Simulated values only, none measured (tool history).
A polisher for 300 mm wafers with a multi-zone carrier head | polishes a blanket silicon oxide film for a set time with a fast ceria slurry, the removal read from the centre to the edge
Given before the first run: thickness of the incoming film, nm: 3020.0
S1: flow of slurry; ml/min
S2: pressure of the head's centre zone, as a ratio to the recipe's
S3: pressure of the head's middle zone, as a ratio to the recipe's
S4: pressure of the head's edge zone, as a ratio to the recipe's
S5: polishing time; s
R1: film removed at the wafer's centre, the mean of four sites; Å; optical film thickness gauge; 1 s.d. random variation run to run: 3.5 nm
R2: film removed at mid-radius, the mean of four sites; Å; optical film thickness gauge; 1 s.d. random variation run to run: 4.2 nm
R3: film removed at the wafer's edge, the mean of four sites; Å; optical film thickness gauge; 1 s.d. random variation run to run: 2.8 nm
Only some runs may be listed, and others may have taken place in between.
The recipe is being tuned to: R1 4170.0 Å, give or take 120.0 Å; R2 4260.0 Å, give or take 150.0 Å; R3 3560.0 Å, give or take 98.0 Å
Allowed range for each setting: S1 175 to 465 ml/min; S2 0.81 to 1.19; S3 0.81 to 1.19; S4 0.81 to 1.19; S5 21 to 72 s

run,hour,S1,S2,S3,S4,S5,R1,R2,R3
1,0.0,295,1.00,1.00,1.00,46,5276.0,5234.8,5202.9
2,4.0,300,1.02,1.03,0.95,42,4933.8,4956.9,4642.8
3,4.9,300,0.94,1.03,0.95,42,4499.5,4972.1,4603.9
4,5.9,300,1.03,1.03,0.95,42,4973.1,4882.8,4666.5
5,13.3,340,1.03,1.03,0.95,42,5003.2,4931.9,4706.5
6,20.2,340,1.03,1.03,0.88,42,4997.7,5008.5,4569.1
7,26.2,325,1.04,1.05,0.86,39,4733.8,4636.1,4170.3
8,30.7,305,1.03,1.07,0.84,38,4415.9,4623.0,4036.5
9,31.4,305,1.05,1.09,0.83,36,4324.5,4426.5,3797.4

Of the 5 settings listed for the next run, only one would bring every result within its allowed miss of target. Which one?
A,32.1,445,1.13,1.09,0.90,33,?,?,?
B,32.1,285,1.14,1.12,0.81,34,?,?,?
C,32.1,290,1.08,1.05,0.87,35,?,?,?
D,32.1,265,1.19,1.12,0.81,34,?,?,?
E,32.1,290,1.07,1.14,0.84,34,?,?,?

move,R1,R2,R3
A,4458.4,4053.9,3649.4
B,4462.4,4118.2,3520.6
C,4356.1,4049.0,3728.1
D,4623.9,4088.8,3502.2
E,4194.5,4181.1,3570.9
A: the furthest-off result lands on target, but another misses its tolerance
B: the furthest-off result lands on target, but another misses its tolerance
C: nearer than the last run, and not there yet
D: the furthest-off result lands on target, but another misses its tolerance
E: hits every target within its allowed miss
The right move is E.
